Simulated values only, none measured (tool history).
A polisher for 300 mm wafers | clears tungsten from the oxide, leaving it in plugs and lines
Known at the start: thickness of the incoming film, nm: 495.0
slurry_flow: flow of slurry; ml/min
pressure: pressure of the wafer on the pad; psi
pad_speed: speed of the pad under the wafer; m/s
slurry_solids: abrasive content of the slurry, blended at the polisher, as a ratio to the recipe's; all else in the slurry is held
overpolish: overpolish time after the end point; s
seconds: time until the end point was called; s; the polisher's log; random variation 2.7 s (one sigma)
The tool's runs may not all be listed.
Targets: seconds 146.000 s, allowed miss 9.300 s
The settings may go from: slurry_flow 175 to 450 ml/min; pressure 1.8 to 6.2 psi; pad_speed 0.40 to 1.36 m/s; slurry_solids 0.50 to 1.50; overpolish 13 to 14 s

{"run": 1, "hour": 0.0, "slurry_flow": 290, "pressure": 4.0, "pad_speed": 0.88, "slurry_solids": 1.0, "overpolish": 13, "seconds": 106.48}
{"run": 2, "hour": 0.7, "slurry_flow": 245, "pressure": 4.0, "pad_speed": 0.88, "slurry_solids": 1.0, "overpolish": 13, "seconds": 110.26}
{"run": 3, "hour": 4.0, "slurry_flow": 245, "pressure": 3.8, "pad_speed": 0.88, "slurry_solids": 1.0, "overpolish": 13, "seconds": 115.82}
{"run": 4, "hour": 7.3, "slurry_flow": 245, "pressure": 3.8, "pad_speed": 1.04, "slurry_solids": 1.0, "overpolish": 13, "seconds": 97.648}
{"run": 5, "hour": 11.2, "slurry_flow": 245, "pressure": 3.6, "pad_speed": 1.04, "slurry_solids": 1.0, "overpolish": 13, "seconds": 100.95}
{"run": 6, "hour": 16.7, "slurry_flow": 245, "pressure": 3.4, "pad_speed": 1.04, "slurry_solids": 1.0, "overpolish": 13, "seconds": 105.88}
{"run": 7, "hour": 21.3, "slurry_flow": 245, "pressure": 3.2, "pad_speed": 1.04, "slurry_solids": 1.0, "overpolish": 13, "seconds": 119.4}
{"run": 8, "hour": 28.7, "slurry_flow": 245, "pressure": 3.1, "pad_speed": 1.04, "slurry_solids": 1.0, "overpolish": 13, "seconds": 119.57}
{"run": 9, "hour": 31.7, "slurry_flow": 245, "pressure": 3.0, "pad_speed": 1.04, "slurry_solids": 1.0, "overpolish": 13, "seconds": 120.11}
{"run": 10, "hour": 37.0, "slurry_flow": 245, "pressure": 2.9, "pad_speed": 1.04, "slurry_solids": 1.0, "overpolish": 13, "seconds": 126.84}
{"run": 11, "hour": 41.5, "slurry_flow": 245, "pressure": 2.8, "pad_speed": 1.04, "slurry_solids": 1.0, "overpolish": 13, "seconds": 127.82}
{"run": 12, "hour": 44.8, "slurry_flow": 245, "pressure": 2.7, "pad_speed": 1.04, "slurry_solids": 1.0, "overpolish": 13, "seconds": 134.73}

5 next moves are on the table. One of them brings every result within its allowed miss. Which?
{"run": "A", "hour": 48.1, "slurry_flow": 215, "pressure": 3.0, "pad_speed": 1.02, "slurry_solids": 1.0, "overpolish": 13, "seconds": "?"}
{"run": "B", "hour": 48.1, "slurry_flow": 175, "pressure": 2.4, "pad_speed": 1.1, "slurry_solids": 1.2, "overpolish": 13, "seconds": "?"}
{"run": "C", "hour": 48.1, "slurry_flow": 220, "pressure": 3.8, "pad_speed": 1.02, "slurry_solids": 0.5, "overpolish": 13, "seconds": "?"}
{"run": "D", "hour": 48.1, "slurry_flow": 220, "pressure": 2.5, "pad_speed": 1.22, "slurry_solids": 1.0, "overpolish": 13, "seconds": "?"}
{"run": "E", "hour": 48.1, "slurry_flow": 290, "pressure": 3.1, "pad_speed": 0.96, "slurry_solids": 0.85, "overpolish": 13, "seconds": "?"}

move=A seconds=129.290
move=B seconds=146.420
move=C seconds=118.660
move=D seconds=128.910
move=E seconds=133.590
A: further off than the last run
B: meets every target
C: further off than the last run
D: further off than the last run
E: further off than the last run
The right move is B.
